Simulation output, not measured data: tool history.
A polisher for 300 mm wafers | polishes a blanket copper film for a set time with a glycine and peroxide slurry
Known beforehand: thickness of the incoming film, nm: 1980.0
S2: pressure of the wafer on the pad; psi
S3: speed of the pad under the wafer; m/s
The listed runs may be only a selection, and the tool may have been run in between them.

run 1 hour=0.0 | flow_of_slurry_(ml/min)=245 S2=2.0 S3=0.80 polishing_time_(s)=44 | film_removed_(nm)=181.74
run 2 hour=7.3 | flow_of_slurry_(ml/min)=245 S2=2.3 S3=0.80 polishing_time_(s)=44 | film_removed_(nm)=201.73
run 3 hour=15.7 | flow_of_slurry_(ml/min)=215 S2=2.3 S3=0.80 polishing_time_(s)=44 | film_removed_(nm)=196.06
run 4 hour=23.1 | flow_of_slurry_(ml/min)=215 S2=2.0 S3=0.78 polishing_time_(s)=44 | film_removed_(nm)=173.15
run 5 hour=27.6 | flow_of_slurry_(ml/min)=255 S2=2.0 S3=0.78 polishing_time_(s)=44 | film_removed_(nm)=176.93
run 6 hour=29.5 | flow_of_slurry_(ml/min)=255 S2=2.0 S3=0.94 polishing_time_(s)=44 | film_removed_(nm)=200.25
-- hour=35.8 head pressure recalibrated
run 7 hour=35.8 | flow_of_slurry_(ml/min)=255 S2=1.7 S3=0.90 polishing_time_(s)=44 | film_removed_(nm)=161.65

Run 8 has not been measured yet. What should we expect?
run 8 hour=40.6 | flow_of_slurry_(ml/min)=255 S2=1.6 S3=0.90 polishing_time_(s)=44 | film_removed_(nm)=?

film removed (nm): 155.54
